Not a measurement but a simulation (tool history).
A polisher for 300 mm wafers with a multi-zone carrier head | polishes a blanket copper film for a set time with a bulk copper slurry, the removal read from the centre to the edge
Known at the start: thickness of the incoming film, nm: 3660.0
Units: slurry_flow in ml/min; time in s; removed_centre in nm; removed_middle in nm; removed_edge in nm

run,hour,slurry_flow,centre_zone,middle_zone,edge_zone,slurry_solids,time,removed_centre,removed_middle,removed_edge
1,0.0,255,1.00,1.00,1.00,1.00,75,586.37,602.03,601.38
2,2.0,215,1.00,1.00,1.00,1.00,75,582.04,596.28,582.47
3,10.0,215,0.96,1.00,1.00,1.00,75,550.09,600.89,584.29
4,11.0,250,0.96,1.00,1.00,1.00,75,567.71,605.19,591.53
5,17.0,305,0.96,1.00,1.00,1.00,75,573.38,612.48,596.37
6,21.3,305,1.00,1.00,1.00,1.00,75,613.33,626.24,609.96
7,26.0,295,0.98,0.96,0.97,0.90,73,552.50,574.26,573.46
8,32.9,295,0.98,0.96,0.97,0.90,73,554.40,580.44,568.05
9,34.3,285,0.99,0.93,0.97,0.80,69,517.15,508.77,527.28

Forecast run 10:
10,36.5,275,0.98,0.91,0.94,0.75,67,?,?,?

Run 10 gave removed_centre 494.87 nm, removed_middle 480.82 nm, removed_edge 490.80 nm.
